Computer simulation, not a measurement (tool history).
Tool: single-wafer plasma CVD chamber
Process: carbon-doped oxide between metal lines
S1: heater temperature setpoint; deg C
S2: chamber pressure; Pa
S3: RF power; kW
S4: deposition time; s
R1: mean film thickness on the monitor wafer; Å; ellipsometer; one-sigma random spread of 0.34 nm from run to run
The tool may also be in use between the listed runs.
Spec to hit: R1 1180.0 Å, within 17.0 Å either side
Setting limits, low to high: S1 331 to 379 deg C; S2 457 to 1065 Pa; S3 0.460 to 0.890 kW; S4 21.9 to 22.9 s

run,hour,S1,S2,S3,S4,R1
1,0.0,355,761,0.675,22.9,1472.7
2,3.6,359,697,0.625,22.8,1354.1
3,6.0,359,817,0.625,22.8,1383.7
4,14.0,359,817,0.715,22.8,1529.2
5,22.3,359,817,0.620,22.8,1379.8
6,29.9,352,817,0.620,22.8,1404.6
7,35.3,352,817,0.620,22.8,1396.2
8,42.2,355,737,0.590,22.8,1316.2
9,43.0,358,660,0.580,22.8,1272.3
10,48.4,361,613,0.575,22.8,1232.8
11,50.8,364,597,0.575,22.8,1226.0
12,53.9,366,579,0.575,22.8,1210.7
13,61.6,368,568,0.575,22.8,1207.0

Which of these 4 next moves meets every target?
A,69.3,375,465,0.635,22.8,?
B,69.3,370,532,0.615,22.5,?
C,69.3,367,484,0.640,21.9,?
D,69.3,364,575,0.585,21.9,?

move,R1
A,1248.0
B,1237.0
C,1233.3
D,1188.0
A: moves away from the targets compared with the last run
B: moves away from the targets compared with the last run
C: moves away from the targets compared with the last run
D: meets every target
Move D is the one to make.
